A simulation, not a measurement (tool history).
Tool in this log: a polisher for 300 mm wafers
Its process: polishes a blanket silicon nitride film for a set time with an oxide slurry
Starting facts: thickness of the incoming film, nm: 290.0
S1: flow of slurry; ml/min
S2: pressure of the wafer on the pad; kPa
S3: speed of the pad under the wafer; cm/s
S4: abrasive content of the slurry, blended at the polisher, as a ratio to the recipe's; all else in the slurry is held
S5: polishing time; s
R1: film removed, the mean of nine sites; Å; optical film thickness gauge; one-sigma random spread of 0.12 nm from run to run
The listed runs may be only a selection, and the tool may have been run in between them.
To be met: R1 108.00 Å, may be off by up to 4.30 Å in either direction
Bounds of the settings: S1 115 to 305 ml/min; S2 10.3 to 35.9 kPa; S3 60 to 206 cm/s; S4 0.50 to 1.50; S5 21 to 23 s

Run 1, hour 0.0: S1 195 ml/min, S2 22.8 kPa, S3 132 cm/s, S4 1.00, S5 23 s. Result: R1 161.04 Å.
Run 2, hour 5.1: S1 235 ml/min, S2 22.8 kPa, S3 132 cm/s, S4 1.00, S5 23 s. Result: R1 164.95 Å.
Run 3, hour 7.0: S1 235 ml/min, S2 21.4 kPa, S3 132 cm/s, S4 1.00, S5 23 s. Result: R1 154.84 Å.
Run 4, hour 15.4: S1 235 ml/min, S2 20.0 kPa, S3 132 cm/s, S4 1.00, S5 23 s. Result: R1 146.20 Å.
Run 5, hour 23.7: S1 235 ml/min, S2 17.2 kPa, S3 132 cm/s, S4 1.00, S5 23 s. Result: R1 132.71 Å.
Run 6, hour 27.4: S1 235 ml/min, S2 17.2 kPa, S3 112 cm/s, S4 1.00, S5 23 s. Result: R1 118.79 Å.
Run 7, hour 35.7: S1 235 ml/min, S2 16.5 kPa, S3 112 cm/s, S4 1.00, S5 23 s. Result: R1 113.62 Å.
At hour 43.4: head pressure recalibrated.
Run 8, hour 43.4: S1 235 ml/min, S2 16.5 kPa, S3 112 cm/s, S4 1.00, S5 23 s. Result: R1 125.47 Å.
Run 9, hour 50.2: S1 235 ml/min, S2 15.9 kPa, S3 112 cm/s, S4 1.00, S5 23 s. Result: R1 124.03 Å.
Run 10, hour 52.4: S1 235 ml/min, S2 15.2 kPa, S3 112 cm/s, S4 1.00, S5 23 s. Result: R1 115.75 Å.
Run 11, hour 57.0: S1 235 ml/min, S2 15.2 kPa, S3 112 cm/s, S4 1.00, S5 23 s. Result: R1 117.68 Å.
Run 12, hour 63.6: S1 235 ml/min, S2 14.5 kPa, S3 112 cm/s, S4 1.00, S5 23 s. Result: R1 116.55 Å.

Next run, 5 choices. One meets every target within its allowed miss, the rest don't. Which?
Run A, hour 70.2: S1 220 ml/min, S2 14.5 kPa, S3 146 cm/s, S4 0.95, S5 23 s. Result: R1 ?.
Run B, hour 70.2: S1 225 ml/min, S2 20.7 kPa, S3 76 cm/s, S4 1.00, S5 23 s. Result: R1 ?.
Run C, hour 70.2: S1 245 ml/min, S2 11.0 kPa, S3 170 cm/s, S4 1.25, S5 22 s. Result: R1 ?.
Run D, hour 70.2: S1 240 ml/min, S2 13.1 kPa, S3 130 cm/s, S4 0.85, S5 23 s. Result: R1 ?.
Run E, hour 70.2: S1 250 ml/min, S2 17.9 kPa, S3 102 cm/s, S4 0.95, S5 23 s. Result: R1 ?.

move      R1
   A  130.77
   B  118.17
   C  133.43
   D  106.39
   E  123.46
A: further off than the last run
B: further off than the last run
C: further off than the last run
D: each result inside its tolerance
E: further off than the last run
Go with D: it meets all targets.
